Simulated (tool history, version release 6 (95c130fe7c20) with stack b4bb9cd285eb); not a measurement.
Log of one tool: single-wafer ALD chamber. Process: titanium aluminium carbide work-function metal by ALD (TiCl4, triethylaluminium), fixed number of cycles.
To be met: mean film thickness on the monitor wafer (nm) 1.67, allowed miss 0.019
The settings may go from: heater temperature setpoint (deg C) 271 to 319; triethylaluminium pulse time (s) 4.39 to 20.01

run   hour  heater temperature setpoint (deg C)  triethylaluminium pulse time (s)  mean film thickness on the monitor wafer (nm)
  1      0                                  295                              12.2                                         1.9614
  2    1.7                                  295                              9.22                                         1.8843
  3   10.5                                  301                              9.22                                         1.9421
  4   17.6                                  295                              8.71                                         1.8486
  5   19.6                                  292                              8.62                                         1.8245
  6   27.1                                  292                              5.94                                         1.4444
  7   35.5                                  295                              5.95                                          1.481
  8   44.2                                  300                              5.99                                         1.5197
  9   45.1                                  303                              6.17                                         1.5912
 10   49.1                                  305                              6.19                                          1.611
 11   54.5                                  306                               6.2                                         1.6148
 12   59.8                                  315                              6.88                                          1.811
 13     66                                  313                              6.86                                         1.8053
 14     71                                  313                              6.86                                         1.8074
 15   76.5                                  311                              6.85                                         1.7829
 16   84.4                                  309                              6.84                                         1.7686
 17   88.6                                  307                              6.83                                          1.754
 18   91.5                                  306                              6.82                                         1.7388
 19  100.2                                  305                              6.81                                         1.7329
 20  104.5                                  304                               6.8                                          1.729
 21  111.8                                  303                              6.79                                         1.7152
 22  113.2                                  302                              6.78                                         1.6978
 23    120                                  301                              6.78                                         1.6892

4 next moves are on the table. One of them brings every result within its allowed miss. Which?
  A  126.8                                  302                              7.01                                              ?
  B  126.8                                  305                              6.64                                              ?
  C  126.8                                  292                              7.66                                              ?
  D  126.8                                  295                                 7                                              ?

move  mean film thickness on the monitor wafer (nm)
   A                                         1.7395
   B                                         1.7027
   C                                         1.7365
   D                                         1.6788
A: further off than the last run
B: further off than the last run
C: further off than the last run
D: meets every target
Answer: D
